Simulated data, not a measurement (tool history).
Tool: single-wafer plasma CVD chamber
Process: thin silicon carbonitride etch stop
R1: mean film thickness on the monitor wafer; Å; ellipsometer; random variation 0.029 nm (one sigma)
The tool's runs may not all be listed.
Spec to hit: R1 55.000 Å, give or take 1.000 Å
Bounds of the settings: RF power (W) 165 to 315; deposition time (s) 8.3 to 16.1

{"run": 1, "hour": 0.0, "RF power (W)": 240, "deposition time (s)": 12.2, "R1": 68.492}
{"run": 2, "hour": 8.7, "RF power (W)": 235, "deposition time (s)": 12.0, "R1": 67.402}
{"run": 3, "hour": 13.2, "RF power (W)": 235, "deposition time (s)": 13.5, "R1": 75.199}
{"run": 4, "hour": 14.5, "RF power (W)": 225, "deposition time (s)": 13.5, "R1": 75.11}
{"run": 5, "hour": 16.1, "RF power (W)": 225, "deposition time (s)": 14.7, "R1": 81.733}
{"run": 6, "hour": 19.2, "RF power (W)": 255, "deposition time (s)": 14.7, "R1": 84.232}
{"run": 7, "hour": 23.2, "RF power (W)": 250, "deposition time (s)": 14.1, "R1": 80.614}
{"run": 8, "hour": 30.7, "RF power (W)": 210, "deposition time (s)": 12.1, "R1": 65.829}
{"run": 9, "hour": 34.8, "RF power (W)": 205, "deposition time (s)": 11.9, "R1": 64.171}
{"run": 10, "hour": 36.1, "RF power (W)": 205, "deposition time (s)": 11.9, "R1": 64.529}
{"run": 11, "hour": 39.5, "RF power (W)": 200, "deposition time (s)": 11.7, "R1": 62.449}
{"run": 12, "hour": 47.4, "RF power (W)": 195, "deposition time (s)": 11.6, "R1": 62.551}
{"run": 13, "hour": 50.2, "RF power (W)": 195, "deposition time (s)": 11.4, "R1": 60.718}
{"run": 14, "hour": 56.3, "RF power (W)": 190, "deposition time (s)": 11.3, "R1": 60.509}
{"run": 15, "hour": 61.9, "RF power (W)": 190, "deposition time (s)": 11.2, "R1": 59.323}
{"run": 16, "hour": 67.7, "RF power (W)": 190, "deposition time (s)": 11.1, "R1": 58.933}
{"run": 17, "hour": 74.3, "RF power (W)": 190, "deposition time (s)": 11.0, "R1": 58.803}
{"run": 18, "hour": 80.6, "RF power (W)": 190, "deposition time (s)": 10.9, "R1": 57.733}

Below are 4 possible settings for the next run. Only one of them brings all results inside the allowed miss of their targets. Which is it?
{"run": "A", "hour": 86.9, "RF power (W)": 215, "deposition time (s)": 10.7, "R1": "?"}
{"run": "B", "hour": 86.9, "RF power (W)": 195, "deposition time (s)": 11.1, "R1": "?"}
{"run": "C", "hour": 86.9, "RF power (W)": 195, "deposition time (s)": 10.3, "R1": "?"}
{"run": "D", "hour": 86.9, "RF power (W)": 190, "deposition time (s)": 10.0, "R1": "?"}

move=A R1=58.675
move=B R1=59.226
move=C R1=54.958
move=D R1=52.972
A: further off than the last run
B: further off than the last run
C: all results in spec
D: the result that was furthest off in the last run now lies on the other side of its target
Answer: C
